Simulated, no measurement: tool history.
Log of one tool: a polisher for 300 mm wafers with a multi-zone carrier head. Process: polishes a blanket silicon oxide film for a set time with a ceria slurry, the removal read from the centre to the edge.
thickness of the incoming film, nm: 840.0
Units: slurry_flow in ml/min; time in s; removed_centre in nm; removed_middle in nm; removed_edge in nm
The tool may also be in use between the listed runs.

run	hour	slurry_flow	centre_zone	middle_zone	edge_zone	time	removed_centre	removed_middle	removed_edge
1	0	145	1	1	1	70	162.53	161.19	166.8
2	8.2	140	0.98	0.99	0.98	67	155.29	152.99	154.91
3	12	140	1.06	0.99	0.98	67	170.63	149.77	156.1
4	18.1	135	1.02	0.97	0.98	64	152.07	143.8	148.91
5	27	135	1.02	0.92	0.98	64	153.52	138.66	149.61
6	28.8	135	1.02	0.92	1.06	64	148.18	136.5	154.64
7	36.5	130	1	0.91	1.05	62	143.92	128.06	150.19
8	37.4	130	0.97	0.92	1.03	60	132.67	125.23	144.26
9	42	125	0.95	0.92	1.01	59	124.12	125.52	136.23
10	47.6	120	0.94	0.91	1	58	125.16	122.07	132.51
11	56	115	0.92	0.9	1	57	118.49	112.08	131.35
12	64.2	115	0.91	0.91	0.98	57	115.52	117.33	129.17
13	70.1	110	0.9	0.91	0.97	57	115.24	113.49	128.16
14	77.8	110	0.89	0.91	0.96	57	109.6	113.84	125.85
15	86.5	105	0.89	0.91	0.95	57	108.58	117.37	124.93
16	93.6	105	0.89	0.9	0.94	57	108.37	110.92	124.07

The next listed run, before its measurement:
17	97	95	0.87	0.93	0.86	55	?	?	?

Run 17 gave removed_centre 101.22 nm, removed_middle 107.96 nm, removed_edge 112.35 nm.
